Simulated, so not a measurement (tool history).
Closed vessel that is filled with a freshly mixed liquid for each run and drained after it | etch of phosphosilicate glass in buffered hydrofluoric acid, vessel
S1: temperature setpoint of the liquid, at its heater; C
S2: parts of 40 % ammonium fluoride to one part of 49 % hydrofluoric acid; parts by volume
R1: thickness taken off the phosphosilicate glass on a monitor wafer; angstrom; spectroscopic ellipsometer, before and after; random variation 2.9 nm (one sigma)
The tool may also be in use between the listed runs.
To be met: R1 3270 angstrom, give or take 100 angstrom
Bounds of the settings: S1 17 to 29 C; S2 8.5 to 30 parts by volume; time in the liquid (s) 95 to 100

{"run": 1, "hour": 0.0, "S1": 21, "S2": 23.5, "time in the liquid (s)": 95, "R1": 1968.7}
{"run": 2, "hour": 6.6, "S1": 21, "S2": 17, "time in the liquid (s)": 95, "R1": 2587.2}
{"run": 3, "hour": 12.2, "S1": 22.5, "S2": 17, "time in the liquid (s)": 95, "R1": 2764.1}
{"run": 4, "hour": 21.5, "S1": 22.5, "S2": 23, "time in the liquid (s)": 95, "R1": 2157.7}
{"run": 5, "hour": 28.4, "S1": 24, "S2": 22, "time in the liquid (s)": 95, "R1": 2462.7}
{"run": 6, "hour": 34.4, "S1": 21, "S2": 22, "time in the liquid (s)": 95, "R1": 2049.4}
{"run": 7, "hour": 43.2, "S1": 23, "S2": 22, "time in the liquid (s)": 95, "R1": 2316.2}
{"run": 8, "hour": 52.4, "S1": 24.5, "S2": 21.5, "time in the liquid (s)": 95, "R1": 2545.7}

Below are 5 possible settings for the next run. Only one of them brings all results inside the allowed miss of their targets. Which is it?
{"run": "A", "hour": 61.6, "S1": 25.5, "S2": 17, "time in the liquid (s)": 100, "R1": "?"}
{"run": "B", "hour": 61.6, "S1": 26, "S2": 17, "time in the liquid (s)": 100, "R1": "?"}
{"run": "C", "hour": 61.6, "S1": 24, "S2": 14.5, "time in the liquid (s)": 95, "R1": "?"}
{"run": "D", "hour": 61.6, "S1": 25, "S2": 17.5, "time in the liquid (s)": 100, "R1": "?"}
{"run": "E", "hour": 61.6, "S1": 26.5, "S2": 18, "time in the liquid (s)": 100, "R1": "?"}

move=A R1=3440.8
move=B R1=3535.1
move=C R1=3522.7
move=D R1=3254.6
move=E R1=3433
A: takes the biggest miss from the last run beyond its target
B: takes the biggest miss from the last run beyond its target
C: takes the biggest miss from the last run beyond its target
D: each result inside its tolerance
E: takes the biggest miss from the last run beyond its target
Correct choice: D, which meets every target
